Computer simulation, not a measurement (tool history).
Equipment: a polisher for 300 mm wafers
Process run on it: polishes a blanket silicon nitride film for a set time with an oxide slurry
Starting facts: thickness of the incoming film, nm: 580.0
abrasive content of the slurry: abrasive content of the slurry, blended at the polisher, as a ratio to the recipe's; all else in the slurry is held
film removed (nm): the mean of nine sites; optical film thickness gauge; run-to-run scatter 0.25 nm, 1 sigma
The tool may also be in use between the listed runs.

run  hour  flow of slurry (ml/min)  pressure of the wafer on the pad (psi)  speed of the pad under the wafer (cm/s)  abrasive content of the slurry  polishing time (s)  film removed (nm)
  1     0                      305                                     3.6                                      134                               1                  50             33.445
  2   7.8                      305                                     3.3                                      132                               1                  50             30.611
  3  15.5                      305                                     3.3                                      132                               1                  50             30.437
  4    22                      305                                       3                                      130                               1                  50             26.825
  5  24.8                      305                                     2.8                                      130                               1                  50             25.804
  6  32.1                      305                                     2.4                                      130                               1                  50             22.545
  7  36.1                      305                                     2.3                                      130                               1                  50             21.225

Predict the results of run 8:
  8  41.2                      305                                     2.2                                      130                               1                  50                  ?

{"run 8": {"film removed (nm)": 20.553}}

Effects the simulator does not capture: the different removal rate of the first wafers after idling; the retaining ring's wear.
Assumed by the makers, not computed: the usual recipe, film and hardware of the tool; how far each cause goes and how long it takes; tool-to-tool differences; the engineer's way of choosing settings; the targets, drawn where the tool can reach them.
